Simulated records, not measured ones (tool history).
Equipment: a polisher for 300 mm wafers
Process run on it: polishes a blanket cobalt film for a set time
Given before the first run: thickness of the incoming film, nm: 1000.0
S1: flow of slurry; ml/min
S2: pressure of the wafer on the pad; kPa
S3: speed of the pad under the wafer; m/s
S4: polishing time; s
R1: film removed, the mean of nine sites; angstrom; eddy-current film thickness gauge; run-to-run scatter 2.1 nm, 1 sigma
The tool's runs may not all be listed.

run	hour	S1	S2	S3	S4	R1
1	0.0	270	11.7	0.78	91	3240.1
2	6.9	270	11.7	0.96	91	4015.3
3	12.6	270	11.7	0.96	96	4161.8
4	15.9	270	11.7	0.82	96	3649.5
5	23.2	270	11.7	0.82	91	3464.2
6	32.0	265	11.0	0.82	91	3257.8
7	40.2	265	10.3	0.82	91	3034.3
8	47.0	260	10.3	0.82	91	3028.7
9	51.2	255	10.3	0.82	91	3009.5

Estimate the outcome of run 10 from the log above:
10	51.8	245	10.3	0.82	91	?

R1: 2985.5 angstrom

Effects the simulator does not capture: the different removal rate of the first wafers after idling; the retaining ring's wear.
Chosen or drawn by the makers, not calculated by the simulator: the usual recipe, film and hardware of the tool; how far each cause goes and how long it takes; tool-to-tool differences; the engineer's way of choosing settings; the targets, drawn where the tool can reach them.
